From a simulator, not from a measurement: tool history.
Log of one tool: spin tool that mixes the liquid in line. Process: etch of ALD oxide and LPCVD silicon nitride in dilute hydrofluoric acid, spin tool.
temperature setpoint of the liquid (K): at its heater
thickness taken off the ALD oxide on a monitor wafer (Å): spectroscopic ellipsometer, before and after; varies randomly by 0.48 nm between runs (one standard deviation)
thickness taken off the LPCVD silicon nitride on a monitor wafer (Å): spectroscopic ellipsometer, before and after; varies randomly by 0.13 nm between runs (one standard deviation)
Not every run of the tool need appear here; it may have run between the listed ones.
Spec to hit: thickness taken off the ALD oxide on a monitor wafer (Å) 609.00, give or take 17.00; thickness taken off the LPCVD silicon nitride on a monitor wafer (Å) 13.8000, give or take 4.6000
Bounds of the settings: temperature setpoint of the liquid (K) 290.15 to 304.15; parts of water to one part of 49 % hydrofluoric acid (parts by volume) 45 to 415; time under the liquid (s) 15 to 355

run	day	temperature setpoint of the liquid (K)	parts of water to one part of 49 % hydrofluoric acid (parts by volume)	time under the liquid (s)	thickness taken off the ALD oxide on a monitor wafer (Å)	thickness taken off the LPCVD silicon nitride on a monitor wafer (Å)
1	0.000	296.15	230	180	164.37	3.9042
2	0.100	297.15	200	180	202.10	4.5010
3	0.475	297.15	200	245	273.19	5.8741
4	0.854	298.15	185	245	315.61	7.6353
5	1.000	298.15	250	245	216.68	5.6445
6	1.054	295.65	250	245	198.43	5.5839
7	1.171	296.65	225	245	234.15	5.5889
8	1.450	297.65	205	245	273.28	6.2225
9	1.529	298.65	190	245	305.69	6.6995
10	1.583	299.15	175	245	352.45	9.3351
11	1.788	299.65	165	245	379.30	8.4595
12	2.133	303.15	95	255	857.88	19.3720
13	2.175	302.65	95	255	830.18	16.3510
14	2.333	299.65	145	260	465.88	10.9130
15	2.542	300.15	145	260	475.92	11.0110

5 candidate next runs follow, results not yet known. Just one meets every target within its allowed miss. Identify it.
A	2.750	299.15	120	275	?	?
B	2.750	300.15	135	285	?	?
C	2.750	302.15	120	225	?	?
D	2.750	299.65	160	350	?	?
E	2.750	298.15	175	275	?	?

move	thickness taken off the ALD oxide on a monitor wafer (Å)	thickness taken off the LPCVD silicon nitride on a monitor wafer (Å)
A	602.18	13.7980
B	565.47	13.5520
C	551.79	13.6560
D	557.82	13.6050
E	372.48	8.8936
A: in spec on every target
B: nearer the targets than the last run, but a result is still out of spec
C: nearer the targets than the last run, but a result is still out of spec
D: nearer the targets than the last run, but a result is still out of spec
E: lands further from the targets than the last run did
Go with A: it meets all targets.
